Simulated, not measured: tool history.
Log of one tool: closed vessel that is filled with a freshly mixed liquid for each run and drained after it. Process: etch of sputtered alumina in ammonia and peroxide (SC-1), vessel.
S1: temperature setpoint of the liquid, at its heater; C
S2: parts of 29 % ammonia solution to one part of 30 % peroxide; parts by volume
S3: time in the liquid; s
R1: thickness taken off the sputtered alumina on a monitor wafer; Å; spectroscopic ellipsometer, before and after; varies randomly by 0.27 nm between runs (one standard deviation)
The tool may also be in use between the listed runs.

run,hour,S1,S2,S3,R1
1,0,54,0.6,775,551.73
2,4.7,59,0.6,775,726.58
3,13.4,64.5,0.6,775,962.66
4,16.7,60.5,0.6,775,780.91
# hour 25.9: new drum of ammonia solution connected
5,25.9,60.5,0.6,775,786.61
6,30.2,57.5,0.6,775,671.21
7,38.4,55.5,0.6,775,606.64

Run 8 comes next. What will it give?
8,41.9,48,0.6,775,?

{"run 8": {"R1": 409.08}}
